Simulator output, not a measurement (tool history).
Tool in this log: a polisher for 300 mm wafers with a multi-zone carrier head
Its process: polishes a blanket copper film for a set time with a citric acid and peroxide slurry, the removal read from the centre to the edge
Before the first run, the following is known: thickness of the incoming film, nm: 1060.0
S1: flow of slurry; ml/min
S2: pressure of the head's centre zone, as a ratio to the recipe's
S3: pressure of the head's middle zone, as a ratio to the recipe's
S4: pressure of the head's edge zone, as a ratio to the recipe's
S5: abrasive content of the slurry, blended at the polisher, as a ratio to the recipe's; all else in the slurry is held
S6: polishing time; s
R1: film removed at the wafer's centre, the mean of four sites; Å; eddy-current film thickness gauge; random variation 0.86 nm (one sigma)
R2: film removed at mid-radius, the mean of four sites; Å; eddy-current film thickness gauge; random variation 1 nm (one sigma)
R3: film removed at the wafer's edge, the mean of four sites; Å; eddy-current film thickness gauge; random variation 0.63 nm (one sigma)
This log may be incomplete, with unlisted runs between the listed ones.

| run | hour | S1 | S2 | S3 | S4 | S5 | S6 | R1 | R2 | R3 |
|---|---|---|---|---|---|---|---|---|---|---|
| 1 | 0.0 | 250 | 1.00 | 1.00 | 1.00 | 1.00 | 44 | 631.92 | 605.63 | 641.00 |
| 2 | 1.6 | 250 | 1.00 | 1.00 | 1.00 | 1.00 | 38 | 545.85 | 529.21 | 567.24 |
| 3 | 10.1 | 255 | 1.02 | 1.02 | 1.00 | 1.05 | 38 | 562.36 | 539.56 | 561.63 |
| 4 | 14.0 | 255 | 1.02 | 1.02 | 1.00 | 1.05 | 44 | 641.44 | 636.57 | 654.27 |
| 5 | 18.9 | 255 | 1.02 | 1.02 | 1.00 | 1.05 | 50 | 729.02 | 723.25 | 746.85 |
| 6 | 20.9 | 255 | 1.02 | 1.02 | 1.00 | 1.15 | 50 | 749.44 | 716.91 | 749.17 |
| 7 | 25.5 | 260 | 1.03 | 1.03 | 0.99 | 1.15 | 50 | 741.21 | 739.14 | 758.85 |
| 8 | 29.2 | 255 | 1.05 | 1.03 | 0.97 | 1.15 | 50 | 772.17 | 737.60 | 749.59 |
| 9 | 34.9 | 255 | 1.06 | 1.04 | 0.96 | 1.15 | 50 | 787.70 | 733.37 | 744.77 |

Expected results for the next run?
| 10 | 38.9 | 255 | 1.06 | 1.05 | 0.95 | 1.15 | 50 | ? | ? | ? |

R1: 793.16 Å
R2: 754.39 Å
R3: 728.79 Å
